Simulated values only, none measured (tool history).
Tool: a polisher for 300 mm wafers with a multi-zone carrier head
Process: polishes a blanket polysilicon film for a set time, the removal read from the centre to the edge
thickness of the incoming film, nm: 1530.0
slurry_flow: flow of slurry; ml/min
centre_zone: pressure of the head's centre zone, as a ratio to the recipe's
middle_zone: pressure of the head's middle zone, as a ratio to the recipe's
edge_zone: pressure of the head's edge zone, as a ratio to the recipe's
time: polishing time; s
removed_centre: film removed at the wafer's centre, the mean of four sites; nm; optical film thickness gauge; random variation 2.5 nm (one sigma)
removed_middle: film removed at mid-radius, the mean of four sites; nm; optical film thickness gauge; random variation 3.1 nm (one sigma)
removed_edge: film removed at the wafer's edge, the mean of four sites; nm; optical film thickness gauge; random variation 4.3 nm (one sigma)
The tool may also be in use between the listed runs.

run 1 hour=0 | slurry_flow=180 centre_zone=1 middle_zone=1 edge_zone=1 time=56 | removed_centre=566.77 removed_middle=557.03 removed_edge=568.09
run 2 hour=3.1 | slurry_flow=135 centre_zone=1 middle_zone=1 edge_zone=1 time=56 | removed_centre=521.71 removed_middle=540.36 removed_edge=545.38
run 3 hour=11.2 | slurry_flow=155 centre_zone=1.01 middle_zone=0.95 edge_zone=0.98 time=48 | removed_centre=474.96 removed_middle=455.32 removed_edge=469.59
run 4 hour=17.5 | slurry_flow=165 centre_zone=1.02 middle_zone=0.91 edge_zone=0.98 time=42 | removed_centre=421 removed_middle=398.64 removed_edge=421.85
run 5 hour=19.2 | slurry_flow=165 centre_zone=1.02 middle_zone=0.98 edge_zone=0.98 time=42 | removed_centre=417.29 removed_middle=416.94 removed_edge=414.25
run 6 hour=26.1 | slurry_flow=165 centre_zone=1.05 middle_zone=0.93 edge_zone=0.98 time=39 | removed_centre=402.58 removed_middle=370.08 removed_edge=382.18
run 7 hour=33.3 | slurry_flow=155 centre_zone=1.07 middle_zone=0.9 edge_zone=0.99 time=38 | removed_centre=395.52 removed_middle=358.99 removed_edge=378.33

Forecast run 8:
run 8 hour=39 | slurry_flow=150 centre_zone=1.1 middle_zone=0.87 edge_zone=1 time=36 | removed_centre=? removed_middle=? removed_edge=?

removed_centre: 378.04 nm
removed_middle: 326.05 nm
removed_edge: 356.09 nm

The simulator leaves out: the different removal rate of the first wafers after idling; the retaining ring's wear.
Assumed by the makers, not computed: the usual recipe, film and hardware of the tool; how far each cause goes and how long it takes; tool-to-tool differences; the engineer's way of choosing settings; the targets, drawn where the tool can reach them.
